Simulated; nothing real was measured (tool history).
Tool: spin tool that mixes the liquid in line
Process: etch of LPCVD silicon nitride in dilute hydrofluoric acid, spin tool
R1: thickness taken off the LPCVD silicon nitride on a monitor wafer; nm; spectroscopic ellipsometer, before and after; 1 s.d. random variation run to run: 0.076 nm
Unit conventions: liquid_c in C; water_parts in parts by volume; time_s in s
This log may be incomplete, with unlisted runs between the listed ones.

{"run": 1, "hour": 0.0, "liquid_c": 22.0, "water_parts": 55, "time_s": 320, "R1": 2.7228}
{"run": 2, "hour": 4.4, "liquid_c": 23.0, "water_parts": 55, "time_s": 320, "R1": 3.0005}
{"run": 3, "hour": 9.0, "liquid_c": 23.0, "water_parts": 75, "time_s": 320, "R1": 2.2095}
{"run": 4, "hour": 11.5, "liquid_c": 23.0, "water_parts": 85, "time_s": 320, "R1": 1.9823}
{"run": 5, "hour": 14.1, "liquid_c": 24.0, "water_parts": 80, "time_s": 320, "R1": 2.2292}
{"run": 6, "hour": 23.1, "liquid_c": 24.5, "water_parts": 75, "time_s": 320, "R1": 2.4223}
{"run": 7, "hour": 31.7, "liquid_c": 25.0, "water_parts": 70, "time_s": 320, "R1": 2.7326}
{"run": 8, "hour": 34.1, "liquid_c": 25.5, "water_parts": 65, "time_s": 320, "R1": 2.9893}
{"run": 9, "hour": 41.7, "liquid_c": 26.0, "water_parts": 60, "time_s": 320, "R1": 3.363}
{"run": 10, "hour": 48.7, "liquid_c": 26.5, "water_parts": 60, "time_s": 320, "R1": 3.4127}
{"run": 11, "hour": 56.2, "liquid_c": 27.0, "water_parts": 60, "time_s": 320, "R1": 3.5535}
{"run": 12, "hour": 62.7, "liquid_c": 27.5, "water_parts": 60, "time_s": 320, "R1": 3.6929}

Expected results for the next run?
{"run": 13, "hour": 70.1, "liquid_c": 28.0, "water_parts": 60, "time_s": 320, "R1": "?"}

R1: 3.8480 nm
